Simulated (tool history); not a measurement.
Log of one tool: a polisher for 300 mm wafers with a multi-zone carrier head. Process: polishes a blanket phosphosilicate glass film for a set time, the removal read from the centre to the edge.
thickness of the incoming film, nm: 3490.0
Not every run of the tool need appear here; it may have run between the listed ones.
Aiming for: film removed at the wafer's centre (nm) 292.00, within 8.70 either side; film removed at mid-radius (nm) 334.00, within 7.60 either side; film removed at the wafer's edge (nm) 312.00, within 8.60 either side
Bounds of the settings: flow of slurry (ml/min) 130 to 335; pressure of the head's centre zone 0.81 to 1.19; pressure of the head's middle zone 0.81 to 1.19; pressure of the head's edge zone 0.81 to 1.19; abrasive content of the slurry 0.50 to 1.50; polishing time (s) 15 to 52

run  hour  flow of slurry (ml/min)  pressure of the head's centre zone  pressure of the head's middle zone  pressure of the head's edge zone  abrasive content of the slurry  polishing time (s)  film removed at the wafer's centre (nm)  film removed at mid-radius (nm)  film removed at the wafer's edge (nm)
  1   0.0                      215                                1.00                                1.00                              1.00                            1.00                  33                                   401.42                           401.11                                 405.40
  2   7.0                      215                                1.00                                1.00                              1.00                            1.00                  29                                   353.26                           348.21                                 354.77
  3  11.3                      215                                1.00                                1.00                              1.00                            1.20                  29                                   377.75                           378.66                                 382.04
  4  17.2                      215                                1.00                                1.00                              1.00                            1.05                  29                                   360.90                           357.66                                 365.55
  5  23.7                      205                                0.97                                1.00                              0.96                            1.00                  29                                   339.04                           348.02                                 343.86
  6  27.1                      195                                0.95                                1.00                              0.94                            1.00                  29                                   325.16                           348.49                                 340.58
  7  32.5                      185                                0.94                                1.00                              0.92                            1.00                  29                                   325.06                           342.06                                 338.28
  8  40.3                      180                                0.93                                1.00                              0.90                            1.00                  29                                   320.69                           342.25                                 332.98
  9  41.8                      175                                0.92                                1.00                              0.88                            1.00                  29                                   317.43                           343.45                                 331.98
 10  50.0                      170                                0.91                                1.00                              0.87                            1.00                  29                                   317.48                           343.33                                 323.51
 11  57.9                      165                                0.90                                1.00                              0.87                            1.00                  29                                   306.17                           341.23                                 328.82
 12  61.7                      160                                0.90                                1.00                              0.86                            1.00                  29                                   304.35                           338.53                                 321.00
 13  65.8                      155                                0.90                                1.00                              0.86                            1.00                  29                                   308.53                           336.38                                 320.30
 14  71.1                      150                                0.89                                1.00                              0.86                            1.00                  29                                   303.08                           338.34                                 321.84

4 candidate next runs follow, results not yet known. Just one meets every target within its allowed miss. Identify it.
  A  76.4                      205                                0.85                                1.03                              0.91                            0.90                  30                                        ?                                ?                                      ?
  B  76.4                      265                                0.91                                1.06                              0.96                            0.70                  31                                        ?                                ?                                      ?
  C  76.4                      130                                0.95                                1.07                              0.81                            1.20                  27                                        ?                                ?                                      ?
  D  76.4                      150                                0.81                                0.93                              0.97                            1.05                  28                                        ?                                ?                                      ?

move  film removed at the wafer's centre (nm)  film removed at mid-radius (nm)  film removed at the wafer's edge (nm)
   A                                   294.43                           351.41                                 330.96
   B                                   294.77                           335.37                                 313.69
   C                                   316.89                           351.31                                 309.15
   D                                   269.61                           311.62                                 332.81
A: brings the result that was furthest off to its target, and leaves another outside
B: each result inside its tolerance
C: lands further from the targets than the last run did
D: the result that was furthest off in the last run now lies on the other side of its target
Correct choice: B, which meets every target

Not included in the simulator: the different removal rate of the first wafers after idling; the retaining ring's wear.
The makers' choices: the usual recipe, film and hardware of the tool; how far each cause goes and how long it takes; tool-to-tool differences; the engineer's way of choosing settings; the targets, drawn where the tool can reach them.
